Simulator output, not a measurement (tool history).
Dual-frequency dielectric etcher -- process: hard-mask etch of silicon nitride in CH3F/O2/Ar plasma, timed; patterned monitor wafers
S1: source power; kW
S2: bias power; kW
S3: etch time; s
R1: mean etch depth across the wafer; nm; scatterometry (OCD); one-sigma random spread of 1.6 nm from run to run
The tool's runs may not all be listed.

{"run": 1, "hour": 0.0, "S1": 0.31, "S2": 0.074, "S3": 306.5, "R1": 196.44}
{"run": 2, "hour": 4.4, "S1": 0.31, "S2": 0.074, "S3": 320.0, "R1": 205.1}
{"run": 3, "hour": 12.2, "S1": 0.32, "S2": 0.075, "S3": 320.0, "R1": 208.05}
{"run": 4, "hour": 20.1, "S1": 0.27, "S2": 0.075, "S3": 320.0, "R1": 200.21}
{"run": 5, "hour": 21.8, "S1": 0.31, "S2": 0.075, "S3": 320.0, "R1": 206.07}
{"run": 6, "hour": 28.7, "S1": 0.31, "S2": 0.075, "S3": 306.5, "R1": 198.27}
{"run": 7, "hour": 32.9, "S1": 0.37, "S2": 0.083, "S3": 309.0, "R1": 215.73}
{"run": 8, "hour": 35.0, "S1": 0.38, "S2": 0.084, "S3": 309.5, "R1": 218.09}

Predict the results of run 9:
{"run": 9, "hour": 41.6, "S1": 0.38, "S2": 0.085, "S3": 310.0, "R1": "?"}

R1: 217.57 nm

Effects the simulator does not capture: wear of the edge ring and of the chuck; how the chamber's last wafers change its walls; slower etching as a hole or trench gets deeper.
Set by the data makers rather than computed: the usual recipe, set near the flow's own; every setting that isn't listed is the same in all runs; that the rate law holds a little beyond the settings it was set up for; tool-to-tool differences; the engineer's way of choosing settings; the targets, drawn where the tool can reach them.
